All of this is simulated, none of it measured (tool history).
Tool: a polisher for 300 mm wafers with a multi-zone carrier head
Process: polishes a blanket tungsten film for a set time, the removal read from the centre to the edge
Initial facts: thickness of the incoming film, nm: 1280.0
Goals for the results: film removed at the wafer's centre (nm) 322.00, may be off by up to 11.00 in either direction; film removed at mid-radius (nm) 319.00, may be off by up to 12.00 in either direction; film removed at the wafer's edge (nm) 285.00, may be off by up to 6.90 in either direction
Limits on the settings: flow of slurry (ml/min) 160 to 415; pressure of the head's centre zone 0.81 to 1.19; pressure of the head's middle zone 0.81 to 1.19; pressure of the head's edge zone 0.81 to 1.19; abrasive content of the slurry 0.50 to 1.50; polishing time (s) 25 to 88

run	hour	flow of slurry (ml/min)	pressure of the head's centre zone	pressure of the head's middle zone	pressure of the head's edge zone	abrasive content of the slurry	polishing time (s)	film removed at the wafer's centre (nm)	film removed at mid-radius (nm)	film removed at the wafer's edge (nm)
1	0.0	265	1.00	1.00	1.00	1.00	56	350.38	359.09	350.19
2	8.2	210	1.00	1.00	1.00	1.00	56	334.38	356.32	344.88
3	14.4	210	1.00	0.92	1.00	1.00	56	335.24	325.91	351.16
4	21.0	215	1.01	0.93	0.98	0.95	56	344.55	322.25	338.24
5	27.8	215	1.09	0.93	0.98	0.95	56	356.32	326.37	341.32
6	33.3	210	1.08	0.94	0.96	0.90	56	343.30	318.37	334.49
7	40.2	225	1.09	0.96	0.94	0.85	56	352.53	322.70	326.37
8	42.4	225	1.08	0.97	0.92	0.80	56	345.89	327.33	319.90
9	48.1	225	1.08	0.98	0.91	0.75	56	341.81	327.53	310.63
10	55.5	220	1.08	0.98	0.90	0.75	56	337.14	324.10	310.39
11	61.0	220	1.09	1.03	0.81	0.55	55	319.89	312.52	270.06
12	69.1	225	1.09	1.03	0.82	0.55	55	319.96	315.19	277.84
13	71.2	225	1.09	1.03	0.82	0.55	55	316.40	312.41	274.51
14	78.4	230	1.09	1.03	0.83	0.55	55	319.22	313.20	276.48

Exactly one of the 5 candidate moves below puts every result within its allowed miss. Which one?
A	85.6	195	1.10	1.08	0.81	0.60	54	?	?	?
B	85.6	230	1.13	1.19	0.81	0.60	51	?	?	?
C	85.6	235	1.11	1.10	0.81	0.60	52	?	?	?
D	85.6	255	1.16	1.01	0.81	0.60	51	?	?	?
E	85.6	215	1.07	1.02	0.82	0.75	54	?	?	?

move	film removed at the wafer's centre (nm)	film removed at mid-radius (nm)	film removed at the wafer's edge (nm)
A	313.71	312.16	267.97
B	312.54	326.92	257.73
C	314.62	314.05	263.68
D	324.40	291.17	261.03
E	326.32	317.64	285.66
A: moves away from the targets compared with the last run
B: moves away from the targets compared with the last run
C: moves away from the targets compared with the last run
D: moves away from the targets compared with the last run
E: all results in spec
The right move is E.

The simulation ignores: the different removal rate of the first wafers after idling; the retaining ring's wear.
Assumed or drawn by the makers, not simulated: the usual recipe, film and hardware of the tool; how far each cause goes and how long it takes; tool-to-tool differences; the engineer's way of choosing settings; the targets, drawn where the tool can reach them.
